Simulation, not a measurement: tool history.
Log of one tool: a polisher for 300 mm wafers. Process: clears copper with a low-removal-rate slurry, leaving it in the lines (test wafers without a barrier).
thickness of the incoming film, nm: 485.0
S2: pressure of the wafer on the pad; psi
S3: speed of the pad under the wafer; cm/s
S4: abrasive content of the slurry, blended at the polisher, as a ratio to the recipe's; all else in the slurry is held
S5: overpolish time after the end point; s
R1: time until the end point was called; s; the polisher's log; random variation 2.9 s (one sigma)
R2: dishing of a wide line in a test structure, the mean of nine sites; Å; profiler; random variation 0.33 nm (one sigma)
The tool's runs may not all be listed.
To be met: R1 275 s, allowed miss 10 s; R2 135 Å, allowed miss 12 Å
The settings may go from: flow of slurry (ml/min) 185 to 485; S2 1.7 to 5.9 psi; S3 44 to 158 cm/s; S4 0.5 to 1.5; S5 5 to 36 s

{"run": 1, "hour": 0.0, "flow of slurry (ml/min)": 310, "S2": 3.8, "S3": 100, "S4": 1, "S5": 18, "R1": 129.73, "R2": 399.05}
{"run": 2, "hour": 2.5, "flow of slurry (ml/min)": 310, "S2": 3.8, "S3": 100, "S4": 1.15, "S5": 18, "R1": 124.64, "R2": 370.5}
{"run": 3, "hour": 8.4, "flow of slurry (ml/min)": 310, "S2": 3.2, "S3": 92, "S4": 1.2, "S5": 15, "R1": 160.33, "R2": 293.58}
{"run": 4, "hour": 15.2, "flow of slurry (ml/min)": 310, "S2": 3.9, "S3": 92, "S4": 1.2, "S5": 15, "R1": 131.64, "R2": 338.72}
{"run": 5, "hour": 20.5, "flow of slurry (ml/min)": 310, "S2": 3.9, "S3": 74, "S4": 1.2, "S5": 15, "R1": 161.11, "R2": 284.35}
{"run": 6, "hour": 21.5, "flow of slurry (ml/min)": 315, "S2": 3.3, "S3": 72, "S4": 1.3, "S5": 12, "R1": 189.65, "R2": 208.28}
{"run": 7, "hour": 25.9, "flow of slurry (ml/min)": 315, "S2": 2.9, "S3": 72, "S4": 1.3, "S5": 11, "R1": 214.92, "R2": 177.41}
{"run": 8, "hour": 33.1, "flow of slurry (ml/min)": 315, "S2": 1.9, "S3": 72, "S4": 1.3, "S5": 9, "R1": 323.72, "R2": 107.62}
{"run": 9, "hour": 41.9, "flow of slurry (ml/min)": 315, "S2": 1.9, "S3": 72, "S4": 1.3, "S5": 9, "R1": 323.93, "R2": 105.24}
{"run": 10, "hour": 47.9, "flow of slurry (ml/min)": 315, "S2": 2, "S3": 72, "S4": 1.3, "S5": 10, "R1": 312.15, "R2": 116.42}
{"run": 11, "hour": 49.3, "flow of slurry (ml/min)": 315, "S2": 2.5, "S3": 72, "S4": 1.3, "S5": 11, "R1": 249.63, "R2": 164.26}
{"run": 12, "hour": 56.5, "flow of slurry (ml/min)": 315, "S2": 2.4, "S3": 72, "S4": 1.3, "S5": 11, "R1": 262.59, "R2": 153.62}

4 next moves are on the table. One of them brings every result within its allowed miss. Which?
{"run": "A", "hour": 63.7, "flow of slurry (ml/min)": 290, "S2": 2.7, "S3": 66, "S4": 1.25, "S5": 7, "R1": "?", "R2": "?"}
{"run": "B", "hour": 63.7, "flow of slurry (ml/min)": 460, "S2": 1.8, "S3": 96, "S4": 1.2, "S5": 12, "R1": "?", "R2": "?"}
{"run": "C", "hour": 63.7, "flow of slurry (ml/min)": 360, "S2": 2.2, "S3": 72, "S4": 1.35, "S5": 10, "R1": "?", "R2": "?"}
{"run": "D", "hour": 63.7, "flow of slurry (ml/min)": 265, "S2": 2.4, "S3": 76, "S4": 1.2, "S5": 9, "R1": "?", "R2": "?"}

move=A R1=250.41 R2=107.43
move=B R1=250.55 R2=170.5
move=C R1=269.96 R2=137.61
move=D R1=249.42 R2=134.75
A: takes the result that was furthest off past its target
B: further off than the last run
C: meets every target
D: brings the result that was furthest off to its target, and leaves another outside
The right move is C.
